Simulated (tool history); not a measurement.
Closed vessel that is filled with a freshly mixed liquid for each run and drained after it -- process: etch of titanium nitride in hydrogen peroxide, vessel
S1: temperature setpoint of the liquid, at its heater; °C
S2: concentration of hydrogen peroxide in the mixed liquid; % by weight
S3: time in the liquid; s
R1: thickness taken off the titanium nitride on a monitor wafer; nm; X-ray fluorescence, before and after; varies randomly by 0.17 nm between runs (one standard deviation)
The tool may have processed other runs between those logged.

run 1 hour=0 | S1=43 S2=21.5 S3=1410 | R1=20.574
run 2 hour=5.5 | S1=43 S2=24.5 S3=1410 | R1=21.15
run 3 hour=11.8 | S1=37.5 S2=24.5 S3=1410 | R1=13.887
run 4 hour=18.6 | S1=38 S2=24.5 S3=1410 | R1=14.472
run 5 hour=25.1 | S1=38 S2=22.5 S3=1410 | R1=14.196
run 6 hour=34.4 | S1=32 S2=22.5 S3=1410 | R1=8.601
run 7 hour=36 | S1=34 S2=22.5 S3=1410 | R1=10.231
run 8 hour=42.4 | S1=35.5 S2=22.5 S3=1410 | R1=11.589
run 9 hour=49.1 | S1=36.5 S2=22.5 S3=1410 | R1=12.734

For run 10, what comes out?
run 10 hour=55.1 | S1=37.5 S2=22.5 S3=1410 | R1=?

{"run 10": {"R1": 13.55}}

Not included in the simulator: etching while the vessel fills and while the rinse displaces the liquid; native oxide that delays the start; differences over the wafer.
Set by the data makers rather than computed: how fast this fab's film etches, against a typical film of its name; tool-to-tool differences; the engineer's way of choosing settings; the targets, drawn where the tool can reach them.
